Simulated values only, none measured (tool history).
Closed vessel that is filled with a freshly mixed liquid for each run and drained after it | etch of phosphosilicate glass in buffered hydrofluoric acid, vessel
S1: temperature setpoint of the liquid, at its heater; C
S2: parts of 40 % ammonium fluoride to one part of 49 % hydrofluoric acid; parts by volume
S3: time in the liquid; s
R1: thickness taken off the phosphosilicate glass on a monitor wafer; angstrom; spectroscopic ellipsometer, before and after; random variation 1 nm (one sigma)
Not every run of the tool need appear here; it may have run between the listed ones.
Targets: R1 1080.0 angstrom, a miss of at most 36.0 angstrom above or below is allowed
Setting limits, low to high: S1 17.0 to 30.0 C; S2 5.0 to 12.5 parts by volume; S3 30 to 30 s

{"run": 1, "hour": 0.0, "S1": 22.0, "S2": 7.5, "S3": 30, "R1": 1518.6}
{"run": 2, "hour": 3.6, "S1": 22.0, "S2": 7.5, "S3": 30, "R1": 1502.6}
{"run": 3, "hour": 12.9, "S1": 20.5, "S2": 7.5, "S3": 30, "R1": 1429.3}
{"run": 4, "hour": 18.1, "S1": 19.5, "S2": 8.0, "S3": 30, "R1": 1240.4}
{"run": 5, "hour": 24.9, "S1": 21.5, "S2": 8.0, "S3": 30, "R1": 1394.8}
{"run": 6, "hour": 30.2, "S1": 20.5, "S2": 8.0, "S3": 30, "R1": 1327.0}
{"run": 7, "hour": 31.5, "S1": 19.5, "S2": 8.0, "S3": 30, "R1": 1240.1}
{"run": 8, "hour": 40.4, "S1": 19.5, "S2": 8.0, "S3": 30, "R1": 1234.4}
{"run": 9, "hour": 45.3, "S1": 19.0, "S2": 8.0, "S3": 30, "R1": 1206.6}
{"run": 10, "hour": 52.9, "S1": 18.5, "S2": 8.0, "S3": 30, "R1": 1178.4}
{"run": 11, "hour": 56.5, "S1": 18.0, "S2": 8.0, "S3": 30, "R1": 1144.7}

Which of these 4 next moves meets every target?
{"run": "A", "hour": 60.1, "S1": 18.0, "S2": 9.0, "S3": 30, "R1": "?"}
{"run": "B", "hour": 60.1, "S1": 17.0, "S2": 8.0, "S3": 30, "R1": "?"}
{"run": "C", "hour": 60.1, "S1": 17.0, "S2": 8.5, "S3": 30, "R1": "?"}
{"run": "D", "hour": 60.1, "S1": 19.5, "S2": 8.5, "S3": 30, "R1": "?"}

move=A R1=1013.2
move=B R1=1088.2
move=C R1=1018.9
move=D R1=1172.7
A: takes the result that was furthest off past its target
B: hits every target within its allowed miss
C: takes the result that was furthest off past its target
D: lands further from the targets than the last run did
Move B is the one to make.
